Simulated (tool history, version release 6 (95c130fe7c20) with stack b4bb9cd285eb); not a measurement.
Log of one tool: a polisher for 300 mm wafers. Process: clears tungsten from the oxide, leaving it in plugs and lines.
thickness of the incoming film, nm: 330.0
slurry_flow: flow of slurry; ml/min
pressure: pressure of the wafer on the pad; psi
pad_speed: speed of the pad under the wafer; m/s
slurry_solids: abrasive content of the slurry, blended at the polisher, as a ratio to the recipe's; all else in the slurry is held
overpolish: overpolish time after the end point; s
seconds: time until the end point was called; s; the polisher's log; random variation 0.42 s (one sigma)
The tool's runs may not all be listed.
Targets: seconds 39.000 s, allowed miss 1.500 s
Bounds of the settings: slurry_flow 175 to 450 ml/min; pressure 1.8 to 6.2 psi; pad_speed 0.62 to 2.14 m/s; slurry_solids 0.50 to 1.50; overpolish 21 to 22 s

Run 1, hour 0.0: slurry_flow 290 ml/min, pressure 4.0 psi, pad_speed 1.38 m/s, slurry_solids 1.00, overpolish 21 s. Result: seconds 49.870 s.
Run 2, hour 1.3: slurry_flow 290 ml/min, pressure 3.5 psi, pad_speed 1.38 m/s, slurry_solids 1.00, overpolish 21 s. Result: seconds 55.394 s.
Run 3, hour 2.2: slurry_flow 290 ml/min, pressure 3.7 psi, pad_speed 1.38 m/s, slurry_solids 1.00, overpolish 21 s. Result: seconds 53.825 s.
Run 4, hour 10.8: slurry_flow 290 ml/min, pressure 3.7 psi, pad_speed 1.38 m/s, slurry_solids 1.00, overpolish 22 s. Result: seconds 52.527 s.
Run 5, hour 19.3: slurry_flow 290 ml/min, pressure 3.8 psi, pad_speed 1.38 m/s, slurry_solids 1.00, overpolish 22 s. Result: seconds 50.523 s.
Run 6, hour 21.5: slurry_flow 250 ml/min, pressure 3.8 psi, pad_speed 1.38 m/s, slurry_solids 1.00, overpolish 22 s. Result: seconds 52.386 s.
Run 7, hour 26.3: slurry_flow 250 ml/min, pressure 3.9 psi, pad_speed 1.38 m/s, slurry_solids 1.00, overpolish 22 s. Result: seconds 51.471 s.
Run 8, hour 34.5: slurry_flow 255 ml/min, pressure 4.0 psi, pad_speed 1.38 m/s, slurry_solids 1.00, overpolish 22 s. Result: seconds 50.414 s.
Run 9, hour 37.4: slurry_flow 260 ml/min, pressure 4.1 psi, pad_speed 1.38 m/s, slurry_solids 1.00, overpolish 22 s. Result: seconds 49.337 s.
Run 10, hour 44.5: slurry_flow 260 ml/min, pressure 4.2 psi, pad_speed 1.38 m/s, slurry_solids 1.00, overpolish 22 s. Result: seconds 47.249 s.

4 next moves are on the table. One of them brings every result within its allowed miss. Which?
Run A, hour 51.6: slurry_flow 265 ml/min, pressure 4.1 psi, pad_speed 1.52 m/s, slurry_solids 1.00, overpolish 22 s. Result: seconds ?.
Run B, hour 51.6: slurry_flow 330 ml/min, pressure 4.8 psi, pad_speed 1.76 m/s, slurry_solids 0.80, overpolish 21 s. Result: seconds ?.
Run C, hour 51.6: slurry_flow 235 ml/min, pressure 4.6 psi, pad_speed 1.52 m/s, slurry_solids 1.10, overpolish 21 s. Result: seconds ?.
Run D, hour 51.6: slurry_flow 235 ml/min, pressure 5.4 psi, pad_speed 1.12 m/s, slurry_solids 1.15, overpolish 22 s. Result: seconds ?.

move  seconds
   A   44.338
   B   35.168
   C   38.789
   D   43.911
A: nearer than the last run, and not there yet
B: takes the result that was furthest off past its target
C: meets every target
D: nearer than the last run, and not there yet
Answer: C
